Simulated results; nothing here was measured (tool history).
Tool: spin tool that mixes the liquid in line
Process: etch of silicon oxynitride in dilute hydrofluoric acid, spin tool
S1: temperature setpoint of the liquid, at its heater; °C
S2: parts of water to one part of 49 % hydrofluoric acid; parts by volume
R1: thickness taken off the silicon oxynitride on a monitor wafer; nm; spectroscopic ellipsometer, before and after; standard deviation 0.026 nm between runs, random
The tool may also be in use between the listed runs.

run 1 hour=0 | S1=23 S2=160 time_under_the_liquid_(s)=80 | R1=2.4514
run 2 hour=2.3 | S1=20 S2=160 time_under_the_liquid_(s)=80 | R1=2.13
run 3 hour=7 | S1=20.5 S2=160 time_under_the_liquid_(s)=80 | R1=2.2329
run 4 hour=11.4 | S1=21 S2=160 time_under_the_liquid_(s)=80 | R1=2.2441
-- hour=13.1 hydrofluoric acid flow meter replaced
run 5 hour=13.1 | S1=21.5 S2=160 time_under_the_liquid_(s)=80 | R1=2.076
run 6 hour=19.4 | S1=19 S2=160 time_under_the_liquid_(s)=80 | R1=1.8183
run 7 hour=22.7 | S1=19.5 S2=160 time_under_the_liquid_(s)=80 | R1=1.877
run 8 hour=24.5 | S1=19.5 S2=160 time_under_the_liquid_(s)=80 | R1=1.9104
run 9 hour=31.2 | S1=20 S2=160 time_under_the_liquid_(s)=80 | R1=1.9365

Run 10, settings as shown, results not yet in. Your forecast:
run 10 hour=32.1 | S1=20.5 S2=160 time_under_the_liquid_(s)=80 | R1=?

Run 10 gave R1 1.9626 nm.
